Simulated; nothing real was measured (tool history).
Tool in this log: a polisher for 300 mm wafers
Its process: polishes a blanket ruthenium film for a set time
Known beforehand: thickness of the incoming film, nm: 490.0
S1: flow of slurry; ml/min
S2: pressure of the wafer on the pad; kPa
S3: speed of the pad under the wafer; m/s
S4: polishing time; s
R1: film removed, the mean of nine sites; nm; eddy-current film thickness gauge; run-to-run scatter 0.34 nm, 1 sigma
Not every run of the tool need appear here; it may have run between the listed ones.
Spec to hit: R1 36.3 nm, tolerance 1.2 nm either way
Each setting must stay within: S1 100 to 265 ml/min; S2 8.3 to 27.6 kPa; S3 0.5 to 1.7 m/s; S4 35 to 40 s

| run | day | S1 | S2 | S3 | S4 | R1 |
|---|---|---|---|---|---|---|
| 1 | 0 | 170 | 17.9 | 1.1 | 40 | 71.419 |
| 2 | 0.279 | 170 | 17.9 | 1.32 | 40 | 85.258 |
| 3 | 0.538 | 170 | 17.9 | 1.46 | 40 | 93.71 |
| 4 | 0.688 | 170 | 17.9 | 1.6 | 40 | 103.42 |
| 5 | 0.821 | 170 | 20.7 | 1.6 | 40 | 119.85 |
| 6 | 0.979 | 170 | 22.1 | 1.6 | 40 | 124.65 |
| 7 | 1.083 | 165 | 19.3 | 1.44 | 39 | 96.122 |
| 8 | 1.367 | 160 | 17.2 | 1.34 | 39 | 81.302 |
| 9 | 1.712 | 160 | 15.9 | 1.24 | 39 | 69.677 |
| 10 | 1.804 | 155 | 14.5 | 1.18 | 39 | 60.78 |
| 11 | 1.988 | 155 | 14.5 | 1.18 | 39 | 60.194 |
| 12 | 2.308 | 150 | 13.1 | 1.16 | 39 | 54.976 |
| 13 | 2.571 | 145 | 12.4 | 1.14 | 39 | 50.952 |
| 14 | 2.738 | 125 | 8.3 | 1.06 | 39 | 32.03 |
| 15 | 2.979 | 125 | 8.3 | 1.06 | 39 | 32.331 |
| 16 | 3.267 | 130 | 8.3 | 1.06 | 39 | 32.545 |
| 17 | 3.429 | 160 | 10.3 | 1.06 | 39 | 39.905 |
| 18 | 3.504 | 155 | 10.3 | 1.06 | 39 | 40.321 |
| 19 | 3.633 | 150 | 10.3 | 1.06 | 39 | 40.773 |
| 20 | 3.9 | 145 | 10.3 | 1.06 | 39 | 40.296 |
| 21 | 4.208 | 140 | 10.3 | 1.06 | 39 | 39.152 |
| 22 | 4.262 | 135 | 10.3 | 1.06 | 39 | 39.415 |
| 23 | 4.562 | 130 | 10.3 | 1.06 | 39 | 39.724 |

4 candidate next runs follow, results not yet known. Just one meets every target within its allowed miss. Identify it.
| A | 4.862 | 180 | 9.7 | 1 | 36 | ? |
| B | 4.862 | 145 | 12.4 | 1.02 | 40 | ? |
| C | 4.862 | 185 | 8.3 | 1.14 | 39 | ? |
| D | 4.862 | 125 | 8.3 | 1.06 | 40 | ? |

| move | R1 |
|---|---|
| A | 33.477 |
| B | 46.362 |
| C | 36.069 |
| D | 32.933 |
A: pushes the last run's worst result past its target
B: misses by more than the last run did
C: all results land within tolerance of their targets
D: pushes the last run's worst result past its target
The move that meets every target is C.
